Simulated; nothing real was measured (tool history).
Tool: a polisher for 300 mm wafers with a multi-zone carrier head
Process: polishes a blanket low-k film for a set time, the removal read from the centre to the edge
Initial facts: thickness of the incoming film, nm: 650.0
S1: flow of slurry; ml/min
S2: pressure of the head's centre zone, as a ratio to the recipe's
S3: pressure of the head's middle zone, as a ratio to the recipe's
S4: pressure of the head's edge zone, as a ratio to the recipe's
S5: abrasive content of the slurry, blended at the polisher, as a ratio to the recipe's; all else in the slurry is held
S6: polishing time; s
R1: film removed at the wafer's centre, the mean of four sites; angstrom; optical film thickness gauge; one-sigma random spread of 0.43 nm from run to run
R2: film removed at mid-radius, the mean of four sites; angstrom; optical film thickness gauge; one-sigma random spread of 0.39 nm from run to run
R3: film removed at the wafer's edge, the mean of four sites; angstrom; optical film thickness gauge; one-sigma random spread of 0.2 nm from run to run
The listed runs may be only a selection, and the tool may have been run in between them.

run	hour	S1	S2	S3	S4	S5	S6	R1	R2	R3
1	0.0	300	1.00	1.00	1.00	1.00	53	216.36	217.61	201.19
2	7.3	305	1.04	1.04	1.03	1.10	53	239.44	229.12	216.34
3	10.4	315	1.05	1.08	1.01	1.20	53	252.13	251.19	222.27
4	12.3	320	1.07	1.11	1.02	1.25	53	260.21	264.41	230.45
5	17.8	385	1.07	1.11	1.02	1.25	53	269.73	259.03	230.46
6	20.2	385	1.07	1.04	1.02	1.25	53	271.55	246.35	230.70
7	29.1	380	1.08	1.07	1.02	1.30	53	273.48	260.65	235.22

Run 8 is up next; what results do you expect?
# hour 34.8: edge zone pressure recalibrated
8	34.8	380	1.09	1.09	1.02	1.35	53	?	?	?

Run 8 came out at R1 275.17 angstrom, R2 270.62 angstrom, R3 251.77 angstrom.
